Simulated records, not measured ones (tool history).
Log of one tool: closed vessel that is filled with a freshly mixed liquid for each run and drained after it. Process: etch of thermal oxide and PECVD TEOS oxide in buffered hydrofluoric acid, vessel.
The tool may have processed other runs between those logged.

run	hour	temperature setpoint of the liquid (°C)	parts of 40 % ammonium fluoride to one part of 49 % hydrofluoric acid (parts by volume)	time in the liquid (s)	thickness taken off the thermal oxide on a monitor wafer (angstrom)	thickness taken off the PECVD TEOS oxide on a monitor wafer (angstrom)
1	0.0	25.0	20.5	60	357.23	916.05
2	3.0	26.0	19.5	60	391.39	1026.10
3	10.6	26.5	18.5	60	423.63	1099.10
4	13.6	25.0	18.5	60	395.87	1033.20
5	21.8	26.0	18.0	60	432.52	1101.00
6	28.3	28.5	18.0	60	482.77	1254.70
7	35.2	29.0	17.5	60	515.42	1319.40
8	41.3	29.5	17.0	60	541.82	1402.40
9	48.8	30.0	16.5	60	567.46	1486.10
10	53.1	30.5	16.5	60	585.48	1528.30

Run 11, settings as shown, results not yet in. Your forecast:
11	62.3	31.5	16.0	60	?	?

thickness taken off the thermal oxide on a monitor wafer (angstrom): 637.72
thickness taken off the PECVD TEOS oxide on a monitor wafer (angstrom): 1652.60
